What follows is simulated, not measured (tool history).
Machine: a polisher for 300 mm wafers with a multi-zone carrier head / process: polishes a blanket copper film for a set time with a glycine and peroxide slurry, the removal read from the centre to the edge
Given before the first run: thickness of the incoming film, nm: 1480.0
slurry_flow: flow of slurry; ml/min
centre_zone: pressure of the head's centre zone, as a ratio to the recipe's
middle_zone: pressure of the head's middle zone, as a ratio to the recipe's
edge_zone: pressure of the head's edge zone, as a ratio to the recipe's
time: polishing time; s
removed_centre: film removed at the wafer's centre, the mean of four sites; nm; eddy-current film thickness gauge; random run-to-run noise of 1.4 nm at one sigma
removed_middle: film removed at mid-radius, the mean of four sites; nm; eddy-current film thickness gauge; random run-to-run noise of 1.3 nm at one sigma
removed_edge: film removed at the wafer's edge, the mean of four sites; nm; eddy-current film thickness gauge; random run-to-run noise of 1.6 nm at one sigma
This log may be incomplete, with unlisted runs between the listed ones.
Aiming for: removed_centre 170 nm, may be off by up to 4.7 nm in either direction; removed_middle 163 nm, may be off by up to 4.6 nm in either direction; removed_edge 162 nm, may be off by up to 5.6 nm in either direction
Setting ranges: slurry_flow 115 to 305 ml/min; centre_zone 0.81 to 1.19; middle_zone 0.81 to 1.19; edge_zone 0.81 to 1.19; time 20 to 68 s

| run | day | slurry_flow | centre_zone | middle_zone | edge_zone | time | removed_centre | removed_middle | removed_edge |
|---|---|---|---|---|---|---|---|---|---|
| 1 | 0 | 195 | 1 | 1 | 1 | 44 | 288.12 | 292.58 | 281.7 |
| 2 | 0.296 | 195 | 1.06 | 1 | 1 | 44 | 302.64 | 291.34 | 283.6 |
| 3 | 0.433 | 190 | 1.04 | 0.98 | 0.97 | 40 | 271.76 | 261.95 | 254.7 |
| 4 | 0.479 | 190 | 1.09 | 0.98 | 0.97 | 40 | 285.94 | 260.65 | 253.6 |
| 5 | 0.825 | 185 | 1.07 | 0.96 | 0.95 | 37 | 255.76 | 235.7 | 228.5 |
| 6 | 1.004 | 185 | 1 | 0.96 | 0.95 | 37 | 241.88 | 234.64 | 230.14 |
| 7 | 1.162 | 155 | 0.94 | 0.89 | 0.85 | 25 | 148.63 | 144.24 | 146.89 |
| 8 | 1.196 | 170 | 0.94 | 0.89 | 0.85 | 25 | 151.49 | 148.42 | 148.32 |
| 9 | 1.383 | 170 | 0.94 | 0.89 | 0.85 | 25 | 152.05 | 148.4 | 148.42 |
| 10 | 1.454 | 180 | 0.94 | 0.89 | 0.86 | 25 | 152.58 | 147.78 | 149.41 |
| 11 | 1.562 | 180 | 0.94 | 0.89 | 0.86 | 25 | 152.32 | 149.27 | 150.26 |
| 12 | 1.742 | 195 | 0.95 | 0.89 | 0.87 | 25 | 157.11 | 150.77 | 150.46 |
| 13 | 2.054 | 200 | 0.95 | 0.9 | 0.89 | 25 | 158.4 | 150.52 | 153.11 |
| 14 | 2.267 | 205 | 0.95 | 0.91 | 0.9 | 25 | 157.79 | 153.79 | 154.61 |

Consider the 4 candidate settings below. Which is the only one whose results all fall within their allowed miss of target?
| A | 2.479 | 200 | 0.96 | 0.81 | 0.91 | 25 | ? | ? | ? |
| B | 2.479 | 210 | 0.98 | 0.92 | 0.91 | 26 | ? | ? | ? |
| C | 2.479 | 285 | 1.06 | 1.01 | 0.91 | 23 | ? | ? | ? |
| D | 2.479 | 215 | 0.98 | 0.82 | 1.03 | 26 | ? | ? | ? |

| move | removed_centre | removed_middle | removed_edge |
|---|---|---|---|
| A | 158.51 | 141.72 | 152.84 |
| B | 169.51 | 163.19 | 159.51 |
| C | 168.29 | 160.58 | 144.71 |
| D | 169.99 | 150.13 | 169.57 |
A: moves away from the targets compared with the last run
B: every result within its allowed miss
C: meets the target for the result that was furthest off, but another lies outside its allowed miss
D: meets the target for the result that was furthest off, but another lies outside its allowed miss
B is the move that brings every result within its allowed miss.
